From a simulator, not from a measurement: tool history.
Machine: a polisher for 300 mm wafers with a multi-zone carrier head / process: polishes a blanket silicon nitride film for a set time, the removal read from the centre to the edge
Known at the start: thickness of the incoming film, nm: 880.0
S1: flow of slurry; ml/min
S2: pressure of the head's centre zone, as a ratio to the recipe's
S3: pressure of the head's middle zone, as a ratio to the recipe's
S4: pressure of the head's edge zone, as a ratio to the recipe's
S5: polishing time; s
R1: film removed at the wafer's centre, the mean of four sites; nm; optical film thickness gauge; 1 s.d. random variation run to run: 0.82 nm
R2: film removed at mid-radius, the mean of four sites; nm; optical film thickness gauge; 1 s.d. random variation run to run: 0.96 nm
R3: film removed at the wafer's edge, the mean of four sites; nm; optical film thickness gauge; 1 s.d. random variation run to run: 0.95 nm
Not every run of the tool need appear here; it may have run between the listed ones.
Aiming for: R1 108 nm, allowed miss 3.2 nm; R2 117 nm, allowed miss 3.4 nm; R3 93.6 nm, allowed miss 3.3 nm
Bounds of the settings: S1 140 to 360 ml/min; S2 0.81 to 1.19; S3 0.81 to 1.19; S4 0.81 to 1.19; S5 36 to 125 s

Run 1, day 0: S1 230 ml/min, S2 1, S3 1, S4 1, S5 80 s. Result: R1 112.8 nm, R2 113.13 nm, R3 110.38 nm.
Run 2, day 0.233: S1 230 ml/min, S2 1, S3 1.05, S4 1, S5 80 s. Result: R1 112.28 nm, R2 118.68 nm, R3 110.93 nm.
Run 3, day 0.542: S1 230 ml/min, S2 1.05, S3 1.05, S4 1, S5 80 s. Result: R1 117.64 nm, R2 119.98 nm, R3 114.03 nm.
Run 4, day 0.642: S1 255 ml/min, S2 1.05, S3 1.05, S4 1, S5 80 s. Result: R1 121.06 nm, R2 119.52 nm, R3 113.48 nm.
Run 5, day 0.825: S1 280 ml/min, S2 1.05, S3 1.05, S4 1, S5 80 s. Result: R1 120.85 nm, R2 120.07 nm, R3 112.89 nm.
Run 6, day 0.883: S1 290 ml/min, S2 1.04, S3 1.06, S4 0.96, S5 79 s. Result: R1 119.49 nm, R2 121.04 nm, R3 110.02 nm.
Run 7, day 1.054: S1 300 ml/min, S2 1.03, S3 1.07, S4 0.93, S5 78 s. Result: R1 115.02 nm, R2 120 nm, R3 107.86 nm.
Run 8, day 1.333: S1 310 ml/min, S2 1.04, S3 1.09, S4 0.91, S5 76 s. Result: R1 114.36 nm, R2 121.16 nm, R3 104.56 nm.

Which single option among these 4 for the next run brings every result within its allowed miss of target? Just one does.
Run A, day 1.612: S1 310 ml/min, S2 1.17, S3 1.13, S4 0.81, S5 67 s. Result: R1 ?, R2 ?, R3 ?.
Run B, day 1.612: S1 290 ml/min, S2 1.06, S3 1.14, S4 0.82, S5 71 s. Result: R1 ?, R2 ?, R3 ?.
Run C, day 1.612: S1 280 ml/min, S2 0.96, S3 0.98, S4 1.01, S5 77 s. Result: R1 ?, R2 ?, R3 ?.
Run D, day 1.612: S1 310 ml/min, S2 1.1, S3 1.12, S4 0.94, S5 67 s. Result: R1 ?, R2 ?, R3 ?.

move      R1      R2      R3
   A  112.08  108.77  86.316
   B  106.81   115.5  91.484
   C  104.33  109.78  108.45
   D  105.33  107.97  91.888
A: pushes the last run's worst result past its target
B: each result inside its tolerance
C: moves away from the targets compared with the last run
D: the furthest-off result lands on target, but another misses its tolerance
Answer: B
